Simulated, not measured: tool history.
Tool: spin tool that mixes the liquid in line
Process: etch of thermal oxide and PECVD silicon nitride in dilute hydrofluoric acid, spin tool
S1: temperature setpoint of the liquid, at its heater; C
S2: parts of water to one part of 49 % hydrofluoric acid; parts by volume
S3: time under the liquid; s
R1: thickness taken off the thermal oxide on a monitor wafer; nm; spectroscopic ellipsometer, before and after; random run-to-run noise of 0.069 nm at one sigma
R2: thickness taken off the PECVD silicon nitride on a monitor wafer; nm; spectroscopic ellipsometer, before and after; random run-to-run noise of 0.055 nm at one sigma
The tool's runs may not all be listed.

run  hour  S1   S2   S3       R1       R2
  1   0.0  20   75  180   9.6841  11.0140
  2   3.3  20  100  180   7.0628   8.3730
  3  10.9  20  100  155   6.0986   7.1811
  4  12.4  18  100  155   5.6043   6.2644
  5  17.8  17  100  155   5.3777   5.8665
  6  22.5  17  100  215   7.4515   8.1138
  7  31.0  21   70  205  12.3460  14.3640
  8  39.3  22   70  205  12.8880  15.4800
  9  46.1  23   70  205  13.3210  16.5200
 10  48.1  25   70  205  14.6030  18.7290

Expected results for the next run?
 11  49.6  25  75  205   ?   ?

{"run 11": {"R1": 13.494, "R2": 17.61}}

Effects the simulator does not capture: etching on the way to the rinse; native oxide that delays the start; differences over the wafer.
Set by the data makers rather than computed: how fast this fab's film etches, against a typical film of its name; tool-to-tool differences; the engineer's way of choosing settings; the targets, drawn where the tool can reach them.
